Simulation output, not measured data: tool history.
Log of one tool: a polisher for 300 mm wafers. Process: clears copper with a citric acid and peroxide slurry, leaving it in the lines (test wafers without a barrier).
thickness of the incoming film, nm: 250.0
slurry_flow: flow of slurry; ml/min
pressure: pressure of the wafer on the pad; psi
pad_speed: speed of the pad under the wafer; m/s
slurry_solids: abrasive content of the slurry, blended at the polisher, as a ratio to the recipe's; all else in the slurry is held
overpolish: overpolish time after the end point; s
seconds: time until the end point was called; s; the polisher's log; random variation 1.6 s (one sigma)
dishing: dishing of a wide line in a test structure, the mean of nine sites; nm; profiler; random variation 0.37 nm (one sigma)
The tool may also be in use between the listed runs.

{"run": 1, "hour": 0.0, "slurry_flow": 255, "pressure": 2.4, "pad_speed": 0.88, "slurry_solids": 1, "overpolish": 16, "seconds": 137.68, "dishing": 18.681}
{"run": 2, "hour": 7.5, "slurry_flow": 255, "pressure": 2.1, "pad_speed": 0.88, "slurry_solids": 1, "overpolish": 16, "seconds": 153.97, "dishing": 16.572}
{"run": 3, "hour": 11.7, "slurry_flow": 220, "pressure": 2.1, "pad_speed": 0.88, "slurry_solids": 1, "overpolish": 16, "seconds": 158.25, "dishing": 16.307}
{"run": 4, "hour": 19.1, "slurry_flow": 215, "pressure": 2.1, "pad_speed": 0.88, "slurry_solids": 1, "overpolish": 17, "seconds": 160.19, "dishing": 16.554}
{"run": 5, "hour": 25.3, "slurry_flow": 210, "pressure": 2.1, "pad_speed": 0.88, "slurry_solids": 1, "overpolish": 18, "seconds": 159.08, "dishing": 17.813}
{"run": 6, "hour": 34.1, "slurry_flow": 210, "pressure": 2.1, "pad_speed": 0.96, "slurry_solids": 1, "overpolish": 18, "seconds": 146.35, "dishing": 18.739}

The next listed run, before its measurement:
{"run": 7, "hour": 35.7, "slurry_flow": 205, "pressure": 2, "pad_speed": 0.96, "slurry_solids": 1, "overpolish": 18, "seconds": "?", "dishing": "?"}

seconds: 153.4 s
dishing: 18.12 nm

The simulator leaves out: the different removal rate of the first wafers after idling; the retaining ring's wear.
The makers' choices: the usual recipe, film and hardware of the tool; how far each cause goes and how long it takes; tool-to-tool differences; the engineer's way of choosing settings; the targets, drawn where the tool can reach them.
